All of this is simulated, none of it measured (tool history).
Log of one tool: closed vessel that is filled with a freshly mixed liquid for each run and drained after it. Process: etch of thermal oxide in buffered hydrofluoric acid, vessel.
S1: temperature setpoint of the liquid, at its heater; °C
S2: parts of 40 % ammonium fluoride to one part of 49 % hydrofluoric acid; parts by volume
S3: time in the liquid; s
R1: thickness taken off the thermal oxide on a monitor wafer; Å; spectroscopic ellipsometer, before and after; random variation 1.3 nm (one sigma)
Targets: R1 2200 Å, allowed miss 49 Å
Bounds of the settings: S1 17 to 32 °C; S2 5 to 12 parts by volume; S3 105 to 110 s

run,hour,S1,S2,S3,R1
1,0,24,7,105,1707.5
2,1.4,24,7,105,1736.9
3,6.9,27,7,105,2049.2
4,11.8,27.5,7,105,2069.8
5,14.1,27.5,8,105,1820.9
6,20.3,28.5,8,105,1896.5
7,21.2,29.5,8,105,2022.2
8,26.2,30,8,105,2061.8
9,29.8,30.5,8,105,2110.6

4 next moves are on the table. One of them brings every result within its allowed miss. Which?
A,33.4,30.5,8.5,110,?
B,33.4,24.5,6.5,110,?
C,33.4,30,7.5,105,?
D,33.4,28,7.5,110,?

move,R1
A,2085.9
B,1985.4
C,2220.1
D,2090.3
A: further off than the last run
B: further off than the last run
C: meets every target
D: further off than the last run
The right move is C.
